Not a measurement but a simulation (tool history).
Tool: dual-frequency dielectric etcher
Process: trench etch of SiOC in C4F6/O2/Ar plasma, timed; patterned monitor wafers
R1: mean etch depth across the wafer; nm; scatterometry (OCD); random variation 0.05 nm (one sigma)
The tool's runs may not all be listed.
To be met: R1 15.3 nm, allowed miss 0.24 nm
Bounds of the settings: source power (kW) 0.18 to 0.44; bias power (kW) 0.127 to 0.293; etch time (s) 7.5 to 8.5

{"run": 1, "hour": 0.0, "source power (kW)": 0.31, "bias power (kW)": 0.21, "etch time (s)": 8.5, "R1": 17.673}
{"run": 2, "hour": 8.2, "source power (kW)": 0.31, "bias power (kW)": 0.231, "etch time (s)": 8.5, "R1": 18.009}
{"run": 3, "hour": 15.3, "source power (kW)": 0.29, "bias power (kW)": 0.228, "etch time (s)": 8.5, "R1": 17.807}
{"run": 4, "hour": 18.2, "source power (kW)": 0.29, "bias power (kW)": 0.228, "etch time (s)": 8.5, "R1": 17.601}
{"run": 5, "hour": 21.7, "source power (kW)": 0.29, "bias power (kW)": 0.228, "etch time (s)": 7.5, "R1": 15.642}
{"run": 6, "hour": 24.1, "source power (kW)": 0.34, "bias power (kW)": 0.228, "etch time (s)": 7.5, "R1": 16.325}
{"run": 7, "hour": 31.0, "source power (kW)": 0.33, "bias power (kW)": 0.223, "etch time (s)": 7.5, "R1": 16.132}
{"run": 8, "hour": 36.9, "source power (kW)": 0.32, "bias power (kW)": 0.22, "etch time (s)": 7.5, "R1": 15.983}
{"run": 9, "hour": 43.6, "source power (kW)": 0.31, "bias power (kW)": 0.218, "etch time (s)": 7.5, "R1": 15.709}
{"run": 10, "hour": 50.9, "source power (kW)": 0.31, "bias power (kW)": 0.217, "etch time (s)": 7.5, "R1": 15.64}

Which of these 5 next moves meets every target?
{"run": "A", "hour": 58.2, "source power (kW)": 0.29, "bias power (kW)": 0.217, "etch time (s)": 7.5, "R1": "?"}
{"run": "B", "hour": 58.2, "source power (kW)": 0.3, "bias power (kW)": 0.226, "etch time (s)": 7.5, "R1": "?"}
{"run": "C", "hour": 58.2, "source power (kW)": 0.32, "bias power (kW)": 0.219, "etch time (s)": 7.5, "R1": "?"}
{"run": "D", "hour": 58.2, "source power (kW)": 0.33, "bias power (kW)": 0.173, "etch time (s)": 8, "R1": "?"}
{"run": "E", "hour": 58.2, "source power (kW)": 0.34, "bias power (kW)": 0.215, "etch time (s)": 7.5, "R1": "?"}

move=A R1=15.404
move=B R1=15.72
move=C R1=15.891
move=D R1=16.154
move=E R1=16.105
A: meets every target
B: further off than the last run
C: further off than the last run
D: further off than the last run
E: further off than the last run
Move A is the one to make.
